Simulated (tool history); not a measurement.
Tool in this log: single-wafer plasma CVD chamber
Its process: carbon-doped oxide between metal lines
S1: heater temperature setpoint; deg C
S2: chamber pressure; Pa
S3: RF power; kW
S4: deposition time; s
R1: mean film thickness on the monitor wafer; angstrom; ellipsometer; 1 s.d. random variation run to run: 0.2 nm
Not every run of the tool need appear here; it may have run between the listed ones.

run,hour,S1,S2,S3,S4,R1
1,0,340,635,0.66,7.61,511.61
2,3.4,341,627,0.66,7.61,511.88
3,5.6,342,617,0.66,7.61,506.22
4,14.3,343,612,0.66,7.61,506.57
5,22.3,343,612,0.73,7.61,532.02
6,27.4,343,680,0.73,7.61,540.76
7,34.3,345,660,0.725,7.61,530.39
8,40.9,345,660,0.725,7.61,531.83
9,44.6,347,645,0.72,7.61,525.68

What does the tool deliver on the next run?
# hour 49.3: capacitance manometer re-zeroed and calibrated
10,49.3,348,631,0.715,7.61,?

{"run 10": {"R1": 523.12}}
